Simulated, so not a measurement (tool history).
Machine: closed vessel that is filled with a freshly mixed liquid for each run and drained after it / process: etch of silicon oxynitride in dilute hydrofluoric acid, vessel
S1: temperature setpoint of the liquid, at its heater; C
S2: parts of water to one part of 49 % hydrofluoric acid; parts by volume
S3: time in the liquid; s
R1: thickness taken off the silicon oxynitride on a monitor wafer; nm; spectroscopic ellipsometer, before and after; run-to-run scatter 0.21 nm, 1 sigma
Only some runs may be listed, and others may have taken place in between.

{"run": 1, "hour": 0.0, "S1": 23, "S2": 95, "S3": 385, "R1": 9.9163}
{"run": 2, "hour": 6.1, "S1": 25.5, "S2": 95, "S3": 385, "R1": 11.224}
{"run": 3, "hour": 14.9, "S1": 25.5, "S2": 95, "S3": 415, "R1": 12.126}
{"run": 4, "hour": 18.2, "S1": 25.5, "S2": 95, "S3": 385, "R1": 11.432}
{"run": 5, "hour": 23.7, "S1": 28, "S2": 95, "S3": 385, "R1": 12.427}
{"run": 6, "hour": 27.1, "S1": 28, "S2": 95, "S3": 415, "R1": 13.735}
{"run": 7, "hour": 33.8, "S1": 28.5, "S2": 90, "S3": 415, "R1": 14.795}
{"run": 8, "hour": 38.7, "S1": 31, "S2": 60, "S3": 415, "R1": 25.718}
{"run": 9, "hour": 47.9, "S1": 30.5, "S2": 60, "S3": 415, "R1": 24.982}
{"run": 10, "hour": 51.9, "S1": 30, "S2": 60, "S3": 415, "R1": 24.378}

Run 11 is up next; what results do you expect?
{"run": 11, "hour": 55.9, "S1": 29.5, "S2": 60, "S3": 415, "R1": "?"}

{"run 11": {"R1": 23.525}}
